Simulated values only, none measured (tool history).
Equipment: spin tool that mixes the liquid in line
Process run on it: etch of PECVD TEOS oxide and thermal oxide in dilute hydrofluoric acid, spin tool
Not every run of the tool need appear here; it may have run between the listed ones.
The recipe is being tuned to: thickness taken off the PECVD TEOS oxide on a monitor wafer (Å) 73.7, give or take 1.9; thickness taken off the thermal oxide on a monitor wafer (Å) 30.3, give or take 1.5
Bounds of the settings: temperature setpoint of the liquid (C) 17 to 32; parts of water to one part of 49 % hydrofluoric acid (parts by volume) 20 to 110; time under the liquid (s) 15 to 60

| run | hour | temperature setpoint of the liquid (C) | parts of water to one part of 49 % hydrofluoric acid (parts by volume) | time under the liquid (s) | thickness taken off the PECVD TEOS oxide on a monitor wafer (Å) | thickness taken off the thermal oxide on a monitor wafer (Å) |
|---|---|---|---|---|---|---|
| 1 | 0 | 24 | 60 | 30 | 61.776 | 25.419 |
| 2 | 4.9 | 24 | 60 | 40 | 82.252 | 33.563 |
| 3 | 11.4 | 27.5 | 60 | 40 | 94.287 | 38.438 |
| 4 | 12.7 | 26 | 60 | 40 | 89.474 | 36.237 |
| 5 | 20.2 | 25 | 60 | 40 | 85.669 | 35.129 |
| 6 | 23.3 | 24 | 60 | 40 | 82.185 | 33.363 |
| 7 | 24.8 | 23.5 | 60 | 40 | 80.807 | 33.736 |
| 8 | 30.1 | 22 | 65 | 40 | 69.604 | 28.287 |
| 9 | 34.4 | 22.5 | 65 | 40 | 71.245 | 28.942 |

Which single option among these 5 for the next run brings every result within its allowed miss of target? Just one does.
| A | 38.7 | 24.5 | 75 | 45 | ? | ? |
| B | 38.7 | 24 | 80 | 45 | ? | ? |
| C | 38.7 | 24 | 100 | 60 | ? | ? |
| D | 38.7 | 23 | 60 | 35 | ? | ? |
| E | 38.7 | 21.5 | 50 | 30 | ? | ? |

| move | thickness taken off the PECVD TEOS oxide on a monitor wafer (Å) | thickness taken off the thermal oxide on a monitor wafer (Å) |
|---|---|---|
| A | 74.259 | 30.817 |
| B | 67.797 | 28.135 |
| C | 70.535 | 29.271 |
| D | 69.244 | 28.736 |
| E | 67.767 | 28.123 |
A: all results land within tolerance of their targets
B: further off than the last run
C: further off than the last run
D: further off than the last run
E: further off than the last run
So the answer is move A, the one that meets all the targets.

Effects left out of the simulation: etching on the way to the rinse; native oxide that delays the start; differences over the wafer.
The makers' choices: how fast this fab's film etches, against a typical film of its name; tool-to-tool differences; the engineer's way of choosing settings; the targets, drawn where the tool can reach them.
